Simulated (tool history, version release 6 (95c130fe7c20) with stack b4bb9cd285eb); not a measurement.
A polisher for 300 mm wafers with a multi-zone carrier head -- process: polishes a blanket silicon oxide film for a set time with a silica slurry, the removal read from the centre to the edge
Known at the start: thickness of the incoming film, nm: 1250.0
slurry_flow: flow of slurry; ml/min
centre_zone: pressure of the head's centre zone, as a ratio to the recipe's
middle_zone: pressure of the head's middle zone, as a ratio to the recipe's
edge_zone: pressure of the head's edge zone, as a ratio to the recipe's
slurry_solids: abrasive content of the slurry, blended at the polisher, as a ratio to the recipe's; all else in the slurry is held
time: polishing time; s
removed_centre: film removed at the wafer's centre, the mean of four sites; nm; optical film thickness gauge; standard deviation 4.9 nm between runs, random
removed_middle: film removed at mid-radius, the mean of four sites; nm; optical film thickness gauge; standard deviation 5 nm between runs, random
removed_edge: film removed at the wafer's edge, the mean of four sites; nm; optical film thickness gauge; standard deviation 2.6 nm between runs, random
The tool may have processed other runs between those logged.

{"run": 1, "hour": 0.0, "slurry_flow": 130, "centre_zone": 1.0, "middle_zone": 1.0, "edge_zone": 1.0, "slurry_solids": 1.0, "time": 63, "removed_centre": 274.3, "removed_middle": 278.76, "removed_edge": 276.69}
{"run": 2, "hour": 2.0, "slurry_flow": 130, "centre_zone": 1.0, "middle_zone": 1.07, "edge_zone": 1.0, "slurry_solids": 1.0, "time": 63, "removed_centre": 272.79, "removed_middle": 297.12, "removed_edge": 274.13}
{"run": 3, "hour": 9.5, "slurry_flow": 130, "centre_zone": 0.93, "middle_zone": 1.07, "edge_zone": 1.0, "slurry_solids": 1.0, "time": 63, "removed_centre": 259.78, "removed_middle": 301.82, "removed_edge": 273.49}
{"run": 4, "hour": 16.0, "slurry_flow": 130, "centre_zone": 0.93, "middle_zone": 1.13, "edge_zone": 1.0, "slurry_solids": 1.0, "time": 63, "removed_centre": 263.63, "removed_middle": 315.73, "removed_edge": 270.6}
{"run": 5, "hour": 19.2, "slurry_flow": 140, "centre_zone": 0.98, "middle_zone": 1.1, "edge_zone": 1.01, "slurry_solids": 1.05, "time": 63, "removed_centre": 277.78, "removed_middle": 322.36, "removed_edge": 281.27}
{"run": 6, "hour": 25.5, "slurry_flow": 140, "centre_zone": 0.98, "middle_zone": 1.18, "edge_zone": 1.01, "slurry_solids": 1.05, "time": 63, "removed_centre": 286.38, "removed_middle": 332.81, "removed_edge": 277.18}
{"run": 7, "hour": 32.5, "slurry_flow": 140, "centre_zone": 0.98, "middle_zone": 1.18, "edge_zone": 1.01, "slurry_solids": 1.05, "time": 63, "removed_centre": 285.02, "removed_middle": 341.11, "removed_edge": 279.45}
{"run": 8, "hour": 36.2, "slurry_flow": 145, "centre_zone": 1.02, "middle_zone": 1.12, "edge_zone": 1.0, "slurry_solids": 1.15, "time": 64, "removed_centre": 309.7, "removed_middle": 341.7, "removed_edge": 299.29}

What will run 9 give?
{"hour": 45.1, "done": "edge zone pressure recalibrated"}
{"run": 9, "hour": 45.1, "slurry_flow": 150, "centre_zone": 1.05, "middle_zone": 1.08, "edge_zone": 0.99, "slurry_solids": 1.2, "time": 64, "removed_centre": "?", "removed_middle": "?", "removed_edge": "?"}

Run 9 measured removed_centre 319.93 nm, removed_middle 351.07 nm, removed_edge 302.06 nm.
